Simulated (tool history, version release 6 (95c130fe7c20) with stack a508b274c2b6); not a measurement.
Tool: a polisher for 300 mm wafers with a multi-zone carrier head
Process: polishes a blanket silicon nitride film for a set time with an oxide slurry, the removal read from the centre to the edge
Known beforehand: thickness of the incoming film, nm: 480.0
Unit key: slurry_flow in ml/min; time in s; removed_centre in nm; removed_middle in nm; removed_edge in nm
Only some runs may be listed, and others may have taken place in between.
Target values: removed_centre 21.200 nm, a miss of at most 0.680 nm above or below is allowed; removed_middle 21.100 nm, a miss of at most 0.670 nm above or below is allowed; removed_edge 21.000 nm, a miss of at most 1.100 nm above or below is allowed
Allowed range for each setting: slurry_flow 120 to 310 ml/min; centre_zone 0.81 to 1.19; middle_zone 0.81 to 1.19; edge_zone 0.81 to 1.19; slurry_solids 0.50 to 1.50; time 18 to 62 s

run 1 day=0.000 | slurry_flow=200 centre_zone=1.00 middle_zone=1.00 edge_zone=1.00 slurry_solids=1.00 time=40 | removed_centre=32.873 removed_middle=31.336 removed_edge=32.125
run 2 day=0.233 | slurry_flow=200 centre_zone=1.00 middle_zone=0.93 edge_zone=1.00 slurry_solids=1.00 time=40 | removed_centre=32.025 removed_middle=30.334 removed_edge=32.271
run 3 day=0.496 | slurry_flow=200 centre_zone=1.00 middle_zone=0.87 edge_zone=1.00 slurry_solids=1.00 time=40 | removed_centre=32.338 removed_middle=29.024 removed_edge=32.017
run 4 day=0.575 | slurry_flow=200 centre_zone=1.00 middle_zone=0.87 edge_zone=1.05 slurry_solids=1.00 time=40 | removed_centre=31.568 removed_middle=28.870 removed_edge=33.651
run 5 day=0.888 | slurry_flow=200 centre_zone=1.00 middle_zone=0.94 edge_zone=1.05 slurry_solids=1.00 time=40 | removed_centre=32.680 removed_middle=30.779 removed_edge=33.760
run 6 day=0.929 | slurry_flow=190 centre_zone=0.97 middle_zone=0.92 edge_zone=0.98 slurry_solids=0.85 time=40 | removed_centre=29.166 removed_middle=28.259 removed_edge=29.968
run 7 day=1.233 | slurry_flow=185 centre_zone=0.96 middle_zone=0.90 edge_zone=0.94 slurry_solids=0.75 time=39 | removed_centre=26.628 removed_middle=25.411 removed_edge=26.959
run 8 day=1.354 | slurry_flow=180 centre_zone=0.94 middle_zone=0.90 edge_zone=0.90 slurry_solids=0.65 time=38 | removed_centre=24.128 removed_middle=23.197 removed_edge=24.803
run 9 day=1.679 | slurry_flow=180 centre_zone=0.94 middle_zone=0.92 edge_zone=0.87 slurry_solids=0.60 time=37 | removed_centre=22.474 removed_middle=22.335 removed_edge=23.031

Pick the move, out of 5, that brings all results within their allowed miss; only one does.
run A day=2.004 | slurry_flow=230 centre_zone=1.03 middle_zone=1.10 edge_zone=0.81 slurry_solids=0.65 time=33 | removed_centre=? removed_middle=? removed_edge=?
run B day=2.004 | slurry_flow=220 centre_zone=1.03 middle_zone=1.10 edge_zone=0.81 slurry_solids=0.55 time=35 | removed_centre=? removed_middle=? removed_edge=?
run C day=2.004 | slurry_flow=145 centre_zone=0.93 middle_zone=0.81 edge_zone=0.99 slurry_solids=0.70 time=37 | removed_centre=? removed_middle=? removed_edge=?
run D day=2.004 | slurry_flow=215 centre_zone=1.00 middle_zone=0.94 edge_zone=0.81 slurry_solids=0.65 time=33 | removed_centre=? removed_middle=? removed_edge=?
run E day=2.004 | slurry_flow=165 centre_zone=0.96 middle_zone=0.95 edge_zone=0.85 slurry_solids=0.55 time=36 | removed_centre=? removed_middle=? removed_edge=?

move=A removed_centre=23.821 removed_middle=24.304 removed_edge=20.812
move=B removed_centre=23.459 removed_middle=23.947 removed_edge=20.532
move=C removed_centre=23.352 removed_middle=21.481 removed_edge=25.077
move=D removed_centre=22.938 removed_middle=21.598 removed_edge=20.733
move=E removed_centre=21.663 removed_middle=21.452 removed_edge=20.999
A: the biggest miss grows against the last run
B: the biggest miss grows against the last run
C: the biggest miss grows against the last run
D: the biggest miss grows against the last run
E: every result lands within tolerance
Go with E: it meets all targets.
